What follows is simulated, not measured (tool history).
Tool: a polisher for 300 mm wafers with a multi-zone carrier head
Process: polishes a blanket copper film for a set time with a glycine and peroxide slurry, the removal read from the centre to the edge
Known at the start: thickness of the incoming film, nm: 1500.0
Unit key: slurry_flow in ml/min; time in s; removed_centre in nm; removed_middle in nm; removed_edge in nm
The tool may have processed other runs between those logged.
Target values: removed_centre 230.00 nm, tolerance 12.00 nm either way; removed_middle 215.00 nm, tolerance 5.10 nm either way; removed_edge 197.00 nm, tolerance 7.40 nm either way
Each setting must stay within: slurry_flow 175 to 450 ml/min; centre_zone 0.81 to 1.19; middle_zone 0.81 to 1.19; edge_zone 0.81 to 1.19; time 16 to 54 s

| run | hour | slurry_flow | centre_zone | middle_zone | edge_zone | time | removed_centre | removed_middle | removed_edge |
|---|---|---|---|---|---|---|---|---|---|
| 1 | 0.0 | 290 | 1.00 | 1.00 | 1.00 | 35 | 127.47 | 135.20 | 135.26 |
| 2 | 3.6 | 290 | 1.00 | 0.96 | 1.00 | 35 | 132.80 | 128.99 | 131.82 |
| 3 | 11.7 | 290 | 0.92 | 0.96 | 1.00 | 35 | 122.74 | 128.35 | 132.79 |
| 4 | 18.3 | 300 | 0.96 | 0.97 | 0.99 | 37 | 131.23 | 136.79 | 140.01 |
| 5 | 21.3 | 300 | 0.96 | 0.97 | 0.99 | 31 | 112.26 | 116.00 | 116.44 |
| 6 | 25.7 | 340 | 0.96 | 0.97 | 0.99 | 31 | 115.98 | 119.60 | 118.52 |
| 7 | 34.6 | 355 | 1.00 | 0.98 | 0.98 | 34 | 131.17 | 129.93 | 132.82 |
| 8 | 35.6 | 360 | 1.03 | 1.00 | 0.95 | 36 | 146.10 | 142.84 | 137.00 |
| 9 | 40.1 | 370 | 1.05 | 1.01 | 0.95 | 38 | 156.61 | 152.01 | 144.69 |
| 10 | 43.7 | 375 | 1.07 | 1.02 | 0.96 | 39 | 160.68 | 158.41 | 151.86 |
| 11 | 44.9 | 380 | 1.17 | 1.05 | 0.86 | 49 | 225.66 | 204.71 | 180.15 |
| 12 | 51.5 | 385 | 1.17 | 1.05 | 0.87 | 49 | 220.85 | 205.18 | 182.40 |
| 13 | 54.7 | 390 | 1.17 | 1.05 | 0.88 | 49 | 222.90 | 203.26 | 183.80 |
| 14 | 61.6 | 390 | 1.17 | 1.06 | 0.89 | 49 | 217.45 | 204.82 | 184.75 |

4 next moves are on the table. One of them brings every result within its allowed miss. Which?
| A | 68.5 | 360 | 1.19 | 1.04 | 1.03 | 50 | ? | ? | ? |
| B | 68.5 | 300 | 1.19 | 1.10 | 1.01 | 51 | ? | ? | ? |
| C | 68.5 | 420 | 1.19 | 0.95 | 1.05 | 53 | ? | ? | ? |
| D | 68.5 | 395 | 1.12 | 1.00 | 0.81 | 50 | ? | ? | ? |

| move | removed_centre | removed_middle | removed_edge |
|---|---|---|---|
| A | 231.51 | 204.79 | 199.00 |
| B | 229.12 | 213.21 | 197.30 |
| C | 250.53 | 204.99 | 215.81 |
| D | 220.65 | 200.59 | 184.70 |
A: about as far from the targets as the last run
B: each result inside its tolerance
C: the biggest miss grows against the last run
D: the biggest miss grows against the last run
So the answer is move B, the one that meets all the targets.
